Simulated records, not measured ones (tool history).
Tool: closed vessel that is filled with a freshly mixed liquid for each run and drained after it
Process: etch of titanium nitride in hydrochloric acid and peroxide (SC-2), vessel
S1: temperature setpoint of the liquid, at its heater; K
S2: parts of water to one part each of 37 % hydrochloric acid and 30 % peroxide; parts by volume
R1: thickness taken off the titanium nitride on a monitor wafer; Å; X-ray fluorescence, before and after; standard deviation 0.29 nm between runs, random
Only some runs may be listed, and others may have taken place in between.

Run 1, hour 0.0: S1 326.15 K, S2 7.0 parts by volume, time in the liquid (s) 345. Result: R1 145.64 Å.
Run 2, hour 6.4: S1 326.15 K, S2 9.0 parts by volume, time in the liquid (s) 345. Result: R1 117.32 Å.
Run 3, hour 11.7: S1 328.65 K, S2 9.0 parts by volume, time in the liquid (s) 345. Result: R1 137.51 Å.
Run 4, hour 16.0: S1 331.15 K, S2 9.0 parts by volume, time in the liquid (s) 345. Result: R1 161.23 Å.
Run 5, hour 18.4: S1 331.15 K, S2 7.5 parts by volume, time in the liquid (s) 345. Result: R1 186.77 Å.
Run 6, hour 24.5: S1 332.65 K, S2 7.5 parts by volume, time in the liquid (s) 345. Result: R1 209.05 Å.
At hour 33.1: new drum of peroxide connected.
Run 7, hour 33.1: S1 339.65 K, S2 7.5 parts by volume, time in the liquid (s) 345. Result: R1 337.45 Å.

For run 8, what comes out?
Run 8, hour 37.2: S1 339.65 K, S2 7.5 parts by volume, time in the liquid (s) 345. Result: R1 ?.

{"run 8": {"R1": 334.77}}
